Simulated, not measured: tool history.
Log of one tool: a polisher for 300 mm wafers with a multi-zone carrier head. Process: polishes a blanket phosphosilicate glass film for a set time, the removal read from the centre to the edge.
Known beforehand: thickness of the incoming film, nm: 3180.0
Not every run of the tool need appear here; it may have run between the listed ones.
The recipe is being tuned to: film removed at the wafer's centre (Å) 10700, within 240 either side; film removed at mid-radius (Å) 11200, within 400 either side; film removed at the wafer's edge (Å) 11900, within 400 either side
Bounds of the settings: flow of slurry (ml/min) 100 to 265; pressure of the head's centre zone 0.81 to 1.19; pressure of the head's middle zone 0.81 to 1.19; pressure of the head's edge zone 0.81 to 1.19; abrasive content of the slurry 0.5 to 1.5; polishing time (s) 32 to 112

run,hour,flow of slurry (ml/min),pressure of the head's centre zone,pressure of the head's middle zone,pressure of the head's edge zone,abrasive content of the slurry,polishing time (s),film removed at the wafer's centre (Å),film removed at mid-radius (Å),film removed at the wafer's edge (Å)
1,0,170,1,1,1,1,72,7866.6,7723.7,7992.4
2,8.9,170,1,1,1,1,65,7085.9,7049.8,7149.3
3,11.6,170,1,1.06,1,1,65,7045,7357.5,7184.5
4,16.8,175,1,1.07,1.05,1.15,68,7876.6,8186.9,8055.9
5,17.9,175,1,1.07,0.96,1.15,68,7725.8,8109,7678.2
6,26.9,170,0.99,1.06,1.02,1.25,72,8312.1,8773.9,8514.8
7,35.5,200,0.95,0.99,1.12,1.5,87,10432,10801,11471
8,36.5,200,0.95,0.99,1.12,1.5,87,10423,10998,11460

Exactly one of the 5 candidate moves below puts every result within its allowed miss. Which one?
A,37.5,160,0.99,0.99,1.1,1.5,92,?,?,?
B,37.5,195,0.94,1.07,1.12,1.5,90,?,?,?
C,37.5,160,0.94,0.98,1.09,1.4,95,?,?,?
D,37.5,185,0.89,0.96,1.12,1.5,89,?,?,?
E,37.5,190,0.91,0.94,1.18,1.5,93,?,?,?

move,film removed at the wafer's centre (Å),film removed at mid-radius (Å),film removed at the wafer's edge (Å)
A,11071,11273,11795
B,10601,12000,11837
C,10623,11316,11886
D,9838.8,10886,11661
E,10554,11241,12464
A: the result that was furthest off in the last run now lies on the other side of its target
B: brings the last run's worst result on target, with another outside its allowed miss
C: each result inside its tolerance
D: its largest miss is bigger than the last run's
E: brings the last run's worst result on target, with another outside its allowed miss
Answer: C

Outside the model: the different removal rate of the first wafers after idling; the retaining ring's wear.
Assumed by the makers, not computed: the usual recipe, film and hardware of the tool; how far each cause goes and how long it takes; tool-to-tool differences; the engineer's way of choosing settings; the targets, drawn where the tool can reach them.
